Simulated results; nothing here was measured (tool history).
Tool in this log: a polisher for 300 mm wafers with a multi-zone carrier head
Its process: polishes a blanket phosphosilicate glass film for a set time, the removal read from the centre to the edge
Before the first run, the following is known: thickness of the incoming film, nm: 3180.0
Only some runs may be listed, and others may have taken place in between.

run,hour,flow of slurry (ml/min),pressure of the head's centre zone,pressure of the head's middle zone,pressure of the head's edge zone,abrasive content of the slurry,polishing time (s),film removed at the wafer's centre (nm),film removed at mid-radius (nm),film removed at the wafer's edge (nm)
1,0.0,170,1.00,1.00,1.00,1.00,72,786.66,772.37,799.24
2,8.9,170,1.00,1.00,1.00,1.00,65,708.59,704.98,714.93
3,11.6,170,1.00,1.06,1.00,1.00,65,704.50,735.75,718.45
4,16.8,175,1.00,1.07,1.05,1.15,68,787.66,818.69,805.59
5,17.9,175,1.00,1.07,0.96,1.15,68,772.58,810.90,767.82
6,26.9,170,0.99,1.06,1.02,1.25,72,831.21,877.39,851.48

For run 7, what comes out?
7,35.5,200,0.95,0.99,1.12,1.50,87,?,?,?

film removed at the wafer's centre (nm): 1043.20
film removed at mid-radius (nm): 1080.10
film removed at the wafer's edge (nm): 1147.10
